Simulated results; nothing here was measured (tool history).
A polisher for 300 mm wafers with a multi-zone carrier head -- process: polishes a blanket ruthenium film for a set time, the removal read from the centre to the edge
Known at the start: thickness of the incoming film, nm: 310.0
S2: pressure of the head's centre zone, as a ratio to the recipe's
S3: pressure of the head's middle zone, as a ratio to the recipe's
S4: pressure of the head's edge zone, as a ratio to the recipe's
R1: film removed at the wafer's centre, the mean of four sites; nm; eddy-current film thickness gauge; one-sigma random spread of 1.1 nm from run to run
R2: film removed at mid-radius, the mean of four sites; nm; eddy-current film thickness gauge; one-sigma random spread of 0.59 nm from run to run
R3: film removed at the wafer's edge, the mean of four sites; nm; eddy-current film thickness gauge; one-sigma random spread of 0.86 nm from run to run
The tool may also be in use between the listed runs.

run 1 hour=0 | flow_of_slurry_(ml/min)=125 S2=1 S3=1 S4=1 polishing_time_(s)=61 | R1=101.63 R2=101.11 R3=96.827
run 2 hour=1.3 | flow_of_slurry_(ml/min)=125 S2=1 S3=1 S4=0.93 polishing_time_(s)=61 | R1=99.025 R2=100.87 R3=92.023
run 3 hour=8.4 | flow_of_slurry_(ml/min)=125 S2=1 S3=0.99 S4=0.92 polishing_time_(s)=59 | R1=98.253 R2=96.414 R3=90.564
run 4 hour=16.4 | flow_of_slurry_(ml/min)=125 S2=1 S3=0.93 S4=0.92 polishing_time_(s)=59 | R1=96.28 R2=92.225 R3=89.046
run 5 hour=22.9 | flow_of_slurry_(ml/min)=125 S2=1 S3=0.93 S4=0.97 polishing_time_(s)=59 | R1=98.965 R2=91.311 R3=91.299
run 6 hour=26 | flow_of_slurry_(ml/min)=125 S2=1 S3=0.89 S4=0.97 polishing_time_(s)=59 | R1=96.966 R2=88.955 R3=91.629
run 7 hour=33.1 | flow_of_slurry_(ml/min)=105 S2=0.95 S3=0.98 S4=0.87 polishing_time_(s)=42 | R1=62.131 R2=63.642 R3=59.581

Run 8, settings as shown, results not yet in. Your forecast:
run 8 hour=35.1 | flow_of_slurry_(ml/min)=110 S2=0.95 S3=0.98 S4=0.87 polishing_time_(s)=42 | R1=? R2=? R3=?

{"run 8": {"R1": 64.409, "R2": 66.26, "R3": 61.241}}
